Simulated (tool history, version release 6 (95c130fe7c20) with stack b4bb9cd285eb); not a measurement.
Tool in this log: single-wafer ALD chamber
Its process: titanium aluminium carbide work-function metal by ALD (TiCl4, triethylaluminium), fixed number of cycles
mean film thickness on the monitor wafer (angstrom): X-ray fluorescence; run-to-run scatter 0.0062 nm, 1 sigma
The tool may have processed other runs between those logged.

run,hour,heater temperature setpoint (°C),triethylaluminium pulse time (s),mean film thickness on the monitor wafer (angstrom)
1,0.0,295,12.24,22.315
2,1.5,295,13.72,22.582
3,4.2,295,10.25,22.004
4,10.4,295,13.63,22.599
5,14.2,295,15.54,22.680
6,15.0,290,13.03,21.967

Forecast run 7:
7,23.4,286,11.08,?

mean film thickness on the monitor wafer (angstrom): 21.071

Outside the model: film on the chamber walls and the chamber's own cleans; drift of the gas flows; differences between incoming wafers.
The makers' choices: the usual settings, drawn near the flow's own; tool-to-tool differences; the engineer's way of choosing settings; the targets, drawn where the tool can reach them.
